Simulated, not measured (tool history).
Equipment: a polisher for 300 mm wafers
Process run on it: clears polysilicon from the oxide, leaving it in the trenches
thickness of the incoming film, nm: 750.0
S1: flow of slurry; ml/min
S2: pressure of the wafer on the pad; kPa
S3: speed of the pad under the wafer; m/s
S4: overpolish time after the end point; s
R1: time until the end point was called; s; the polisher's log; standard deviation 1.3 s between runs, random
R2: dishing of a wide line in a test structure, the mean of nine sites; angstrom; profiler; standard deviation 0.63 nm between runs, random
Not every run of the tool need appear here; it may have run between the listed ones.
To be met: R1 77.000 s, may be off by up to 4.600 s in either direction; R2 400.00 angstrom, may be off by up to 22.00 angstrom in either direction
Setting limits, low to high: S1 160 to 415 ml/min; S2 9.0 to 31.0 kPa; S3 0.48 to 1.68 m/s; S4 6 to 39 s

{"run": 1, "hour": 0.0, "S1": 265, "S2": 20.0, "S3": 1.08, "S4": 20, "R1": 55.182, "R2": 427.94}
{"run": 2, "hour": 1.7, "S1": 265, "S2": 20.0, "S3": 1.08, "S4": 12, "R1": 55.008, "R2": 413.7}
{"run": 3, "hour": 6.9, "S1": 265, "S2": 18.6, "S3": 1.06, "S4": 11, "R1": 61.166, "R2": 404.78}
{"run": 4, "hour": 10.4, "S1": 265, "S2": 17.9, "S3": 1.06, "S4": 12, "R1": 62.274, "R2": 398.61}
{"run": 5, "hour": 16.8, "S1": 265, "S2": 22.1, "S3": 1.06, "S4": 12, "R1": 50.116, "R2": 416.66}
{"run": 6, "hour": 18.5, "S1": 235, "S2": 22.1, "S3": 1.06, "S4": 12, "R1": 50.205, "R2": 415.79}
{"run": 7, "hour": 24.6, "S1": 235, "S2": 20.7, "S3": 1.04, "S4": 13, "R1": 56.851, "R2": 415.76}
{"run": 8, "hour": 28.8, "S1": 235, "S2": 19.3, "S3": 1.04, "S4": 13, "R1": 59.574, "R2": 413.03}
{"run": 9, "hour": 33.2, "S1": 235, "S2": 17.9, "S3": 1.04, "S4": 13, "R1": 63.833, "R2": 425.53}
{"run": 10, "hour": 38.0, "S1": 245, "S2": 17.2, "S3": 1.04, "S4": 12, "R1": 66.852, "R2": 408.24}
{"run": 11, "hour": 41.1, "S1": 245, "S2": 16.5, "S3": 1.04, "S4": 12, "R1": 67.951, "R2": 403.43}
{"run": 12, "hour": 46.8, "S1": 245, "S2": 15.9, "S3": 1.04, "S4": 12, "R1": 72.448, "R2": 396.39}
{"run": 13, "hour": 50.2, "S1": 240, "S2": 15.9, "S3": 1.04, "S4": 13, "R1": 72.527, "R2": 396.3}

Exercise: of the 5 proposed moves below, exactly one satisfies all targets within the stated allowed misses. Which move is it?
{"run": "A", "hour": 53.6, "S1": 250, "S2": 13.8, "S3": 1.46, "S4": 11, "R1": "?", "R2": "?"}
{"run": "B", "hour": 53.6, "S1": 295, "S2": 13.8, "S3": 1.32, "S4": 11, "R1": "?", "R2": "?"}
{"run": "C", "hour": 53.6, "S1": 315, "S2": 11.7, "S3": 1.3, "S4": 13, "R1": "?", "R2": "?"}
{"run": "D", "hour": 53.6, "S1": 250, "S2": 16.5, "S3": 1.08, "S4": 10, "R1": "?", "R2": "?"}
{"run": "E", "hour": 53.6, "S1": 245, "S2": 17.9, "S3": 1.0, "S4": 9, "R1": "?", "R2": "?"}

move=A R1=63.661 R2=401.54
move=B R1=67.811 R2=397.68
move=C R1=79.649 R2=398.08
move=D R1=67.731 R2=390.99
move=E R1=66.598 R2=383.67
A: its largest miss is bigger than the last run's
B: its largest miss is bigger than the last run's
C: hits every target within its allowed miss
D: its largest miss is bigger than the last run's
E: its largest miss is bigger than the last run's
The move that meets every target is C.
